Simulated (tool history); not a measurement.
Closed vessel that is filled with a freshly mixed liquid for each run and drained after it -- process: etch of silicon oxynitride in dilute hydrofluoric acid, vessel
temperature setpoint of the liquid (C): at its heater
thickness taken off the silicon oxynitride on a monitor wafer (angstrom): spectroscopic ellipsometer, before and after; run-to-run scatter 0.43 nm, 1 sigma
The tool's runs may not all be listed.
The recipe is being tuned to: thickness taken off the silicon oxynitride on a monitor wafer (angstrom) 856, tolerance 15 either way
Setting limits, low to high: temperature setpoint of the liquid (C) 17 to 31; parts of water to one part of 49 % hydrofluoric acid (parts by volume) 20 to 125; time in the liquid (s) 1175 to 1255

run  hour  temperature setpoint of the liquid (C)  parts of water to one part of 49 % hydrofluoric acid (parts by volume)  time in the liquid (s)  thickness taken off the silicon oxynitride on a monitor wafer (angstrom)
  1     0                                      23                                                                      70                    1175                                                                    516.48
  2   3.6                                      23                                                                      70                    1255                                                                    549.46
  3   9.4                                      23                                                                      90                    1255                                                                    421.85
  4  10.7                                      23                                                                      90                    1255                                                                    423.26
  5  18.2                                      24                                                                      85                    1255                                                                    471.56
  6  24.3                                      25                                                                      80                    1255                                                                    524.18
  7  32.6                                      25                                                                      80                    1255                                                                    527.67
  8  40.3                                      26                                                                      75                    1255                                                                    593.11
  9  45.4                                    26.5                                                                      75                    1255                                                                     603.5
 10  47.1                                      27                                                                      75                    1255                                                                    615.41
 11  53.5                                      27                                                                      75                    1255                                                                    617.04
 12  62.4                                    27.5                                                                      75                    1255                                                                    631.31
 13  71.1                                      28                                                                      75                    1255                                                                    642.39
 14  76.6                                    28.5                                                                      75                    1255                                                                    658.08
 15  84.8                                      29                                                                      75                    1255                                                                    676.07
 16  86.3                                    29.5                                                                      75                    1255                                                                    687.49

Exactly one of the 4 candidate moves below puts every result within its allowed miss. Which one?
  A  87.8                                    29.5                                                                      65                    1185                                                                         ?
  B  87.8                                      30                                                                      85                    1190                                                                         ?
  C  87.8                                      31                                                                      65                    1230                                                                         ?
  D  87.8                                      30                                                                      70                    1230                                                                         ?

move  thickness taken off the silicon oxynitride on a monitor wafer (angstrom)
   A                                                                    764.94
   B                                                                    588.73
   C                                                                    850.62
   D                                                                    750.54
A: nearer the targets than the last run, but a result is still out of spec
B: its largest miss is bigger than the last run's
C: every result within its allowed miss
D: nearer the targets than the last run, but a result is still out of spec
Correct choice: C, which meets every target
